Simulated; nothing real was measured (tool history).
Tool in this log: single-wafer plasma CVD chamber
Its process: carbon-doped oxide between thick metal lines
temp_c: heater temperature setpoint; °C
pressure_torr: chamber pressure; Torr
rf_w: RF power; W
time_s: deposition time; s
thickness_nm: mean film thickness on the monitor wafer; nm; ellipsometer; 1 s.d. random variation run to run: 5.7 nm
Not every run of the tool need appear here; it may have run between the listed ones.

| run | hour | temp_c | pressure_torr | rf_w | time_s | thickness_nm |
|---|---|---|---|---|---|---|
| 1 | 0.0 | 350 | 4.05 | 660 | 302 | 1687.7 |
| 2 | 5.9 | 344 | 4.05 | 660 | 302 | 1712.1 |
| 3 | 10.0 | 344 | 4.05 | 660 | 312 | 1771.8 |
| 4 | 11.3 | 344 | 4.05 | 660 | 302 | 1720.6 |
|  | 13.8 | RF generator calibrated |
| 5 | 13.8 | 344 | 4.05 | 660 | 302 | 1779.1 |
| 6 | 16.9 | 342 | 4.14 | 675 | 303 | 1843.1 |
| 7 | 21.6 | 340 | 4.26 | 675 | 303 | 1847.4 |
| 8 | 26.7 | 340 | 4.26 | 675 | 303 | 1849.2 |
| 9 | 33.8 | 338 | 4.44 | 680 | 303 | 1886.6 |
| 10 | 41.6 | 337 | 4.56 | 690 | 303 | 1914.6 |
| 11 | 47.2 | 336 | 4.62 | 705 | 303 | 1953.9 |

The next listed run, before its measurement:
| 12 | 50.3 | 335 | 4.69 | 715 | 303 | ? |

For run 12 the tool returned thickness_nm 1991.4 nm.
